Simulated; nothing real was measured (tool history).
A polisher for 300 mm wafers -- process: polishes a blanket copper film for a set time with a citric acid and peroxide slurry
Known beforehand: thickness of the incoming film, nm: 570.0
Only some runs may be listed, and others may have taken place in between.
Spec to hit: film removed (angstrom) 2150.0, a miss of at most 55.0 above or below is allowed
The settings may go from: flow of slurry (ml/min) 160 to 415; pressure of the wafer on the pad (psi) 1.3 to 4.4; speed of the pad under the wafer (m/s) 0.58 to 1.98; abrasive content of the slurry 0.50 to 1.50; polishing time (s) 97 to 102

run  hour  flow of slurry (ml/min)  pressure of the wafer on the pad (psi)  speed of the pad under the wafer (m/s)  abrasive content of the slurry  polishing time (s)  film removed (angstrom)
  1   0.0                      265                                     2.8                                    1.28                            1.00                  97                   3062.6
  2   7.7                      265                                     2.6                                    1.28                            1.00                  97                   2876.7
  3  10.4                      200                                     2.6                                    1.28                            1.00                  97                   2778.0
  4  11.8                      200                                     2.5                                    1.28                            1.00                  97                   2671.9
  5  16.1                      200                                     2.5                                    1.28                            1.10                  97                   2793.4
  6  24.3                      200                                     2.5                                    1.12                            1.10                  97                   2468.2
  7  31.2                      200                                     2.4                                    1.12                            1.10                  97                   2396.2
  8  37.4                      200                                     2.4                                    1.12                            1.10                  97                   2402.0
  9  42.8                      200                                     2.3                                    1.12                            1.10                  97                   2327.2
 10  43.3                      195                                     2.2                                    1.12                            1.10                  97                   2222.9

5 next moves are on the table. One of them brings every result within its allowed miss. Which?
  A  43.8                      185                                     2.2                                    1.14                            1.05                 101                        ?
  B  43.8                      170                                     1.7                                    1.56                            1.35                  97                        ?
  C  43.8                      245                                     2.2                                    1.04                            1.00                  98                        ?
  D  43.8                      235                                     1.8                                    1.50                            1.05                 100                        ?
  E  43.8                      160                                     2.1                                    0.94                            1.20                 102                        ?

move  film removed (angstrom)
   A                   2280.5
   B                   2250.5
   C                   2124.8
   D                   2305.8
   E                   1990.4
A: misses by more than the last run did
B: misses by more than the last run did
C: every result within its allowed miss
D: misses by more than the last run did
E: pushes the last run's worst result past its target
Move C is the one to make.
